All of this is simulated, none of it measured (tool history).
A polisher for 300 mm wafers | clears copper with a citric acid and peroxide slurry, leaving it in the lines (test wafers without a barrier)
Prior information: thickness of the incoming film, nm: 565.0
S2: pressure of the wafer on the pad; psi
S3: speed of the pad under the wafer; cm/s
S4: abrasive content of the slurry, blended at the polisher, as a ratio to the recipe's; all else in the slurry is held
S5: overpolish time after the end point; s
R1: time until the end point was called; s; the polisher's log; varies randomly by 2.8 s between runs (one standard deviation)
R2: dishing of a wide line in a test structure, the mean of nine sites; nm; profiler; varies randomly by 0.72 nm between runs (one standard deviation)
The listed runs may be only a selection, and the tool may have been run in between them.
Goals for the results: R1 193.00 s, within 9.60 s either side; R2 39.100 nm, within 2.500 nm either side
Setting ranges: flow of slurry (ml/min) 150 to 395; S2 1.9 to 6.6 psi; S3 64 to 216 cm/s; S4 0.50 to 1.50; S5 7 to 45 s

{"run": 1, "day": 0.0, "flow of slurry (ml/min)": 250, "S2": 4.2, "S3": 140, "S4": 1.0, "S5": 23, "R1": 120.97, "R2": 63.877}
{"run": 2, "day": 0.288, "flow of slurry (ml/min)": 250, "S2": 3.8, "S3": 140, "S4": 1.0, "S5": 22, "R1": 126.19, "R2": 57.314}
{"run": 3, "day": 0.567, "flow of slurry (ml/min)": 250, "S2": 3.4, "S3": 136, "S4": 1.0, "S5": 22, "R1": 144.01, "R2": 51.873}
{"run": 4, "day": 0.833, "flow of slurry (ml/min)": 250, "S2": 3.1, "S3": 136, "S4": 1.0, "S5": 22, "R1": 153.67, "R2": 48.847}
{"run": 5, "day": 1.017, "flow of slurry (ml/min)": 250, "S2": 3.1, "S3": 136, "S4": 0.9, "S5": 22, "R1": 154.31, "R2": 49.102}
{"run": 6, "day": 1.05, "flow of slurry (ml/min)": 285, "S2": 3.1, "S3": 136, "S4": 0.9, "S5": 22, "R1": 155.43, "R2": 49.078}
{"run": 7, "day": 1.25, "flow of slurry (ml/min)": 285, "S2": 2.9, "S3": 136, "S4": 0.9, "S5": 22, "R1": 158.92, "R2": 46.573}
{"run": 8, "day": 1.488, "flow of slurry (ml/min)": 285, "S2": 2.9, "S3": 136, "S4": 0.9, "S5": 22, "R1": 159.52, "R2": 48.637}
{"run": 9, "day": 1.675, "flow of slurry (ml/min)": 285, "S2": 2.9, "S3": 136, "S4": 0.9, "S5": 22, "R1": 161.45, "R2": 45.542}
{"run": 10, "day": 1.792, "flow of slurry (ml/min)": 285, "S2": 2.7, "S3": 136, "S4": 0.9, "S5": 22, "R1": 167.03, "R2": 43.975}
{"run": 11, "day": 1.829, "flow of slurry (ml/min)": 285, "S2": 2.6, "S3": 136, "S4": 0.9, "S5": 22, "R1": 175.58, "R2": 44.906}

Below are 5 possible settings for the next run. Only one of them brings all results inside the allowed miss of their targets. Which is it?
{"run": "A", "day": 1.867, "flow of slurry (ml/min)": 290, "S2": 2.4, "S3": 128, "S4": 0.9, "S5": 21, "R1": "?", "R2": "?"}
{"run": "B", "day": 1.867, "flow of slurry (ml/min)": 315, "S2": 3.2, "S3": 128, "S4": 0.9, "S5": 18, "R1": "?", "R2": "?"}
{"run": "C", "day": 1.867, "flow of slurry (ml/min)": 370, "S2": 2.4, "S3": 146, "S4": 1.05, "S5": 23, "R1": "?", "R2": "?"}
{"run": "D", "day": 1.867, "flow of slurry (ml/min)": 260, "S2": 2.2, "S3": 162, "S4": 0.65, "S5": 26, "R1": "?", "R2": "?"}
{"run": "E", "day": 1.867, "flow of slurry (ml/min)": 290, "S2": 2.4, "S3": 130, "S4": 0.85, "S5": 26, "R1": "?", "R2": "?"}

move=A R1=193.83 R2=39.045
move=B R1=159.70 R2=40.753
move=C R1=162.10 R2=49.060
move=D R1=176.12 R2=50.497
move=E R1=193.33 R2=46.937
A: every result within its allowed miss
B: corrects the largest miss of the last run, while another result sits out of spec
C: its largest miss is bigger than the last run's
D: its largest miss is bigger than the last run's
E: its largest miss is bigger than the last run's
Go with A: it meets all targets.
